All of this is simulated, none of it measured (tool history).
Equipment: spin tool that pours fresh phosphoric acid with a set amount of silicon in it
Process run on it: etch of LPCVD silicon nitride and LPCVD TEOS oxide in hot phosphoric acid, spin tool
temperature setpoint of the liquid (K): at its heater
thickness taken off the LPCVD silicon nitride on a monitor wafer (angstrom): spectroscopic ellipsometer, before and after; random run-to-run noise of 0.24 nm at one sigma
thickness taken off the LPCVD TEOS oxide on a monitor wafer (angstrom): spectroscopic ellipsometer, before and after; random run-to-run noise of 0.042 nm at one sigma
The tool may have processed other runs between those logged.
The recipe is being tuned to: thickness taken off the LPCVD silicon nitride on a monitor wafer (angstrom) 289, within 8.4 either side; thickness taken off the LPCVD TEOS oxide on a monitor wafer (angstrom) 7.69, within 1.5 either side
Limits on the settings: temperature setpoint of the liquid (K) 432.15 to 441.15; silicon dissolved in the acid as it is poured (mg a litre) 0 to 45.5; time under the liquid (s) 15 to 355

run  hour  temperature setpoint of the liquid (K)  silicon dissolved in the acid as it is poured (mg a litre)  time under the liquid (s)  thickness taken off the LPCVD silicon nitride on a monitor wafer (angstrom)  thickness taken off the LPCVD TEOS oxide on a monitor wafer (angstrom)
  1     0                                  437.15                                                          20                        180                                                                       172.75                                                                  6.4182
  2   7.9                                  437.65                                                          23                        195                                                                       187.74                                                                  7.0915
  3  14.4                                  437.65                                                          29                        195                                                                       189.68                                                                  5.5677
  4  23.4                                  438.65                                                          29                        195                                                                        198.4                                                                  5.9614
  5  24.3                                  440.65                                                          29                        195                                                                       209.91                                                                  7.4415
  6  26.2                                  440.65                                                          29                        120                                                                       130.74                                                                  4.4913
  7  28.3                                  440.65                                                        30.5                        145                                                                       157.91                                                                  5.1908
  8  34.9                                  440.65                                                          32                        165                                                                       177.12                                                                  5.1082
  9  37.1                                  440.65                                                        32.5                        180                                                                       193.64                                                                  5.5973
 10  41.9                                  440.65                                                          33                        190                                                                       203.15                                                                  5.3611
 11  47.8                                  440.65                                                          33                        200                                                                       211.33                                                                  5.8619
 12  49.3                                  440.65                                                          33                        210                                                                       225.71                                                                  6.3488
 13  50.1                                  440.65                                                          33                        220                                                                       232.59                                                                   7.288
 14  52.7                                  440.65                                                          34                        230                                                                        247.1                                                                  6.8282

5 next moves are on the table. One of them brings every result within its allowed miss. Which?
  A  55.3                                  440.65                                                          33                        250                                                                            ?                                                                       ?
  B  55.3                                  441.15                                                          16                        240                                                                            ?                                                                       ?
  C  55.3                                  439.65                                                          32                        255                                                                            ?                                                                       ?
  D  55.3                                  440.65                                                        34.5                        265                                                                            ?                                                                       ?
  E  55.3                                  441.15                                                        16.5                        245                                                                            ?                                                                       ?

move  thickness taken off the LPCVD silicon nitride on a monitor wafer (angstrom)  thickness taken off the LPCVD TEOS oxide on a monitor wafer (angstrom)
   A                                                                       268.48                                                                  6.6965
   B                                                                       261.95                                                                  11.811
   C                                                                       265.09                                                                  6.6464
   D                                                                       284.59                                                                  6.6143
   E                                                                       267.41                                                                  11.903
A: nearer than the last run, and not there yet
B: nearer than the last run, and not there yet
C: nearer than the last run, and not there yet
D: in spec on every target
E: nearer than the last run, and not there yet
Answer: D
